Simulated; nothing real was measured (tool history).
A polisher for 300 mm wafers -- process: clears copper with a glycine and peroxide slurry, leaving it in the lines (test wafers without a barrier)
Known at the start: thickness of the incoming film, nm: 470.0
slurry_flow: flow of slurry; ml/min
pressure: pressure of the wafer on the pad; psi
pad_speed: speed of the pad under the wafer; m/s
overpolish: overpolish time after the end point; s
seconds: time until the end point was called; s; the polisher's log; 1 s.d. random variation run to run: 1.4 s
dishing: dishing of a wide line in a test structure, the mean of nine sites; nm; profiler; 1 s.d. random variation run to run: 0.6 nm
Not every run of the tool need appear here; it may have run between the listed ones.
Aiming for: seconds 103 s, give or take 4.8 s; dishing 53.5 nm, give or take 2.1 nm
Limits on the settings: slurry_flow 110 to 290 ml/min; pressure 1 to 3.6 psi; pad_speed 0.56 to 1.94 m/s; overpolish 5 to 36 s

run	hour	slurry_flow	pressure	pad_speed	overpolish	seconds	dishing
1	0	185	2.3	1.24	18	82.874	66.822
2	0.9	185	2.3	1.24	12	83.975	49.172
3	9.7	185	2.6	1.24	12	75.665	54.87
4	12.5	185	2.5	1.22	13	79.788	55.75
5	17	185	2.5	1.22	5	78.445	24.263
6	22.3	145	2.5	1.22	5	82.332	23.834
7	23.2	145	2.5	1.2	6	81.275	27.917
8	30.6	145	2.5	1.16	7	86.126	31.663
9	36.7	145	2.6	1.1	7	86.661	30.637
10	40.2	145	2.6	1.06	8	88.612	33.587
# hour 48.4: slurry nozzle cleaned
11	48.4	150	2.6	1.02	8	86.221	34.423
12	50.7	150	2.6	1.02	8	88.593	34.425
13	54.1	150	2.6	0.98	8	91.085	32.685
14	55.6	150	2.6	0.94	9	93.299	35.347
15	57.7	150	2.6	0.9	9	97.486	34.011
16	65.6	150	2.6	0.88	9	97.635	34.005

Which of these 5 next moves meets every target?
A	73.5	150	2.6	0.88	10	?	?
B	73.5	170	3	0.7	8	?	?
C	73.5	165	2.9	0.74	22	?	?
D	73.5	135	2.5	0.88	16	?	?
E	73.5	130	3.1	0.8	15	?	?

move	seconds	dishing
A	98.232	37.707
B	104.34	29.467
C	102.77	70.376
D	102.14	54.252
E	93.682	55.897
A: an improvement on the last run, though not all results are within tolerance
B: moves away from the targets compared with the last run
C: moves the result that the last run missed by most past its target, out the other side
D: hits every target within its allowed miss
E: moves the result that the last run missed by most past its target, out the other side
The right move is D.

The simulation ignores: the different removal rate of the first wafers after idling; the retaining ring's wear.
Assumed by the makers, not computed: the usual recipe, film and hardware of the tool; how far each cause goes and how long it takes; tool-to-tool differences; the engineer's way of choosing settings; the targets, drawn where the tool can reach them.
